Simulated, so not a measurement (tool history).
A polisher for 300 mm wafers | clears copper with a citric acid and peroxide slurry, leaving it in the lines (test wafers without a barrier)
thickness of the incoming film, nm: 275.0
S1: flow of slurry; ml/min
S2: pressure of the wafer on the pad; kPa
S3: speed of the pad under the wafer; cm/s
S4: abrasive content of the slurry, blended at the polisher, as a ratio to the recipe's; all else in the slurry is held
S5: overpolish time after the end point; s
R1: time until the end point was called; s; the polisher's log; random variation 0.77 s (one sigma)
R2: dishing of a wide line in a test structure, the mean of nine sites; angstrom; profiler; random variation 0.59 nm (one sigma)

Run 1, hour 0.0: S1 120 ml/min, S2 18.6 kPa, S3 120 cm/s, S4 1.0, S5 21 s. Result: R1 115.27 s, R2 361.28 angstrom.
Run 2, hour 2.3: S1 130 ml/min, S2 19.3 kPa, S3 120 cm/s, S4 1.0, S5 20 s. Result: R1 109.56 s, R2 361.95 angstrom.
Run 3, hour 3.6: S1 135 ml/min, S2 19.3 kPa, S3 120 cm/s, S4 1.0, S5 20 s. Result: R1 109.47 s, R2 368.01 angstrom.
Run 4, hour 11.3: S1 135 ml/min, S2 15.9 kPa, S3 120 cm/s, S4 1.0, S5 20 s. Result: R1 130.59 s, R2 310.63 angstrom.
Run 5, hour 18.2: S1 135 ml/min, S2 15.9 kPa, S3 92 cm/s, S4 1.0, S5 20 s. Result: R1 168.64 s, R2 257.60 angstrom.
Run 6, hour 25.3: S1 135 ml/min, S2 13.1 kPa, S3 92 cm/s, S4 1.0, S5 20 s. Result: R1 200.97 s, R2 214.13 angstrom.
Run 7, hour 30.8: S1 140 ml/min, S2 15.9 kPa, S3 92 cm/s, S4 1.0, S5 19 s. Result: R1 165.97 s, R2 239.64 angstrom.
Run 8, hour 39.5: S1 145 ml/min, S2 17.9 kPa, S3 92 cm/s, S4 1.0, S5 19 s. Result: R1 148.00 s, R2 270.14 angstrom.
Run 9, hour 44.2: S1 150 ml/min, S2 19.3 kPa, S3 92 cm/s, S4 1.0, S5 19 s. Result: R1 134.69 s, R2 291.34 angstrom.
Run 10, hour 52.8: S1 155 ml/min, S2 20.7 kPa, S3 92 cm/s, S4 1.0, S5 19 s. Result: R1 125.90 s, R2 309.34 angstrom.
Run 11, hour 56.3: S1 155 ml/min, S2 21.4 kPa, S3 92 cm/s, S4 1.0, S5 19 s. Result: R1 124.09 s, R2 314.00 angstrom.
Run 12, hour 65.2: S1 155 ml/min, S2 22.8 kPa, S3 92 cm/s, S4 1.0, S5 19 s. Result: R1 117.74 s, R2 331.91 angstrom.
Run 13, hour 68.2: S1 160 ml/min, S2 23.4 kPa, S3 92 cm/s, S4 1.0, S5 19 s. Result: R1 112.07 s, R2 349.19 angstrom.

Run 14 comes next. What will it give?
Run 14, hour 69.4: S1 165 ml/min, S2 24.1 kPa, S3 92 cm/s, S4 1.0, S5 19 s. Result: R1 ?, R2 ?.

R1: 108.09 s
R2: 353.62 angstrom

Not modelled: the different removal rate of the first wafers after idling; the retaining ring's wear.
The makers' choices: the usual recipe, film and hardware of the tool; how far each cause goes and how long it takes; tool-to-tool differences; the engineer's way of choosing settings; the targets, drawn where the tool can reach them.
